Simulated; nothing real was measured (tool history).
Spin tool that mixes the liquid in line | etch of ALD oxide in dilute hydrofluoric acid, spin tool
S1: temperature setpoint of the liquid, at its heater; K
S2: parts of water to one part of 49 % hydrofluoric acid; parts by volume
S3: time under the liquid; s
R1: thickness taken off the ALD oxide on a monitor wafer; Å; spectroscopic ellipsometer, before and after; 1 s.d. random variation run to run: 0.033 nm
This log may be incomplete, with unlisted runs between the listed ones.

Run 1, hour 0: S1 297.15 K, S2 195 parts by volume, S3 75 s. Result: R1 71.993 Å.
Run 2, hour 4.5: S1 295.15 K, S2 195 parts by volume, S3 75 s. Result: R1 66.707 Å.
Run 3, hour 9.8: S1 296.15 K, S2 195 parts by volume, S3 75 s. Result: R1 68.845 Å.
Run 4, hour 15.4: S1 296.15 K, S2 195 parts by volume, S3 75 s. Result: R1 69.832 Å.
Run 5, hour 20.9: S1 296.15 K, S2 195 parts by volume, S3 55 s. Result: R1 50.84 Å.
Run 6, hour 26.7: S1 293.15 K, S2 195 parts by volume, S3 55 s. Result: R1 44.95 Å.

For run 7, what comes out?
Run 7, hour 33.6: S1 295.65 K, S2 195 parts by volume, S3 55 s. Result: R1 ?.

{"run 7": {"R1": 50.061}}

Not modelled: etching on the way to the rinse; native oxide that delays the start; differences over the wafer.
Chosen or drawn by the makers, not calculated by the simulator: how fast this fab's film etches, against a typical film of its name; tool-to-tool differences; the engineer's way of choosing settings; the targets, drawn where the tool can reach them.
